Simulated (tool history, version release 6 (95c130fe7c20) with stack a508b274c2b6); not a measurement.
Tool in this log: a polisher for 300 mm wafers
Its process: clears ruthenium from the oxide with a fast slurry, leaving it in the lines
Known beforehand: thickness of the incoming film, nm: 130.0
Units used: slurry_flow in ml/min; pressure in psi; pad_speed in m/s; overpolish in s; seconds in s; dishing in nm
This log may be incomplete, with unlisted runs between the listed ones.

{"run": 1, "hour": 0.0, "slurry_flow": 145, "pressure": 2.8, "pad_speed": 0.92, "slurry_solids": 1, "overpolish": 20, "seconds": 32.824, "dishing": 60.931}
{"run": 2, "hour": 2.7, "slurry_flow": 145, "pressure": 2.8, "pad_speed": 0.92, "slurry_solids": 1, "overpolish": 13, "seconds": 33.525, "dishing": 42.502}
{"run": 3, "hour": 6.7, "slurry_flow": 145, "pressure": 2.8, "pad_speed": 0.82, "slurry_solids": 1, "overpolish": 13, "seconds": 36, "dishing": 38.42}
{"run": 4, "hour": 9.4, "slurry_flow": 140, "pressure": 2.5, "pad_speed": 0.82, "slurry_solids": 1, "overpolish": 15, "seconds": 40.302, "dishing": 39.847}
{"run": 5, "hour": 13.2, "slurry_flow": 135, "pressure": 2.3, "pad_speed": 0.82, "slurry_solids": 1, "overpolish": 16, "seconds": 43.809, "dishing": 39.287}
{"run": 6, "hour": 21.7, "slurry_flow": 135, "pressure": 2.9, "pad_speed": 0.82, "slurry_solids": 1, "overpolish": 16, "seconds": 35.818, "dishing": 47.136}
{"run": 7, "hour": 25.4, "slurry_flow": 115, "pressure": 2.1, "pad_speed": 0.8, "slurry_solids": 1, "overpolish": 21, "seconds": 50.566, "dishing": 42.206}

Expected results for the next run?
{"run": 8, "hour": 30.5, "slurry_flow": 110, "pressure": 2.1, "pad_speed": 0.8, "slurry_solids": 1, "overpolish": 21, "seconds": "?", "dishing": "?"}

For run 8 the tool returned seconds 51.422 s, dishing 41.642 nm.
